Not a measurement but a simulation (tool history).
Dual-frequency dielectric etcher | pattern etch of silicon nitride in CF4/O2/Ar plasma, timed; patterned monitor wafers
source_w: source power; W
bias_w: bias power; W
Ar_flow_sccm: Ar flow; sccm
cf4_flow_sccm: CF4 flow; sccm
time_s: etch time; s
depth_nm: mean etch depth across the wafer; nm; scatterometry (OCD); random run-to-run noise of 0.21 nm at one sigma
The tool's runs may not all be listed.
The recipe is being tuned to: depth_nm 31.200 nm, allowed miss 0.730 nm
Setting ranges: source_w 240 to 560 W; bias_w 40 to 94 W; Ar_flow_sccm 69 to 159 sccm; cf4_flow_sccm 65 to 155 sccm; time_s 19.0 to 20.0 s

run,day,source_w,bias_w,Ar_flow_sccm,cf4_flow_sccm,time_s,depth_nm
1,0.000,400,67,114,110,19.0,37.185
2,0.342,400,58,114,110,19.0,35.522
3,0.408,400,58,107,110,19.0,35.501
4,0.612,390,58,107,110,19.0,34.930
5,0.812,380,58,107,110,19.0,34.484
6,1.162,380,58,107,94,19.0,33.739
7,1.292,370,58,107,94,19.0,32.805
8,1.525,370,58,107,94,19.0,33.424
9,1.688,360,58,107,94,19.0,32.668
10,1.838,350,58,107,94,19.0,32.274

Exercise: of the 5 proposed moves below, exactly one satisfies all targets within the stated allowed misses. Which move is it?
A,1.988,320,65,93,108,19.5,?
B,1.988,350,58,98,80,19.5,?
C,1.988,360,60,96,65,20.0,?
D,1.988,350,66,104,101,19.0,?
E,1.988,330,60,103,89,19.0,?

move,depth_nm
A,33.605
B,32.903
C,34.048
D,34.241
E,31.499
A: moves away from the targets compared with the last run
B: moves away from the targets compared with the last run
C: moves away from the targets compared with the last run
D: moves away from the targets compared with the last run
E: meets every target
Move E is the one to make.
